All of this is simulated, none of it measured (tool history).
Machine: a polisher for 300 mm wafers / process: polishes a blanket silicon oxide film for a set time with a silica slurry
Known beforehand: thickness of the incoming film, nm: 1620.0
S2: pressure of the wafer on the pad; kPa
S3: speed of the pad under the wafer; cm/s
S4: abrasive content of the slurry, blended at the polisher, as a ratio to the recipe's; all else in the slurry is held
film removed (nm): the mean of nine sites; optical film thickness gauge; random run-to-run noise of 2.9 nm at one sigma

run 1 hour=0.0 | flow_of_slurry_(ml/min)=225 S2=24.8 S3=124 S4=1.00 polishing_time_(s)=103 | film_removed_(nm)=373.52
run 2 hour=5.7 | flow_of_slurry_(ml/min)=225 S2=23.4 S3=124 S4=1.00 polishing_time_(s)=103 | film_removed_(nm)=355.25
run 3 hour=12.1 | flow_of_slurry_(ml/min)=225 S2=23.4 S3=124 S4=1.10 polishing_time_(s)=103 | film_removed_(nm)=380.23
run 4 hour=14.0 | flow_of_slurry_(ml/min)=225 S2=23.4 S3=124 S4=0.95 polishing_time_(s)=103 | film_removed_(nm)=343.77
run 5 hour=21.9 | flow_of_slurry_(ml/min)=200 S2=23.4 S3=124 S4=0.95 polishing_time_(s)=103 | film_removed_(nm)=334.07
run 6 hour=26.8 | flow_of_slurry_(ml/min)=190 S2=23.4 S3=124 S4=0.95 polishing_time_(s)=103 | film_removed_(nm)=332.48

Predict the results of run 7:
run 7 hour=35.3 | flow_of_slurry_(ml/min)=185 S2=22.8 S3=124 S4=0.95 polishing_time_(s)=103 | film_removed_(nm)=?

Run 7 gave film removed (nm) 328.18.
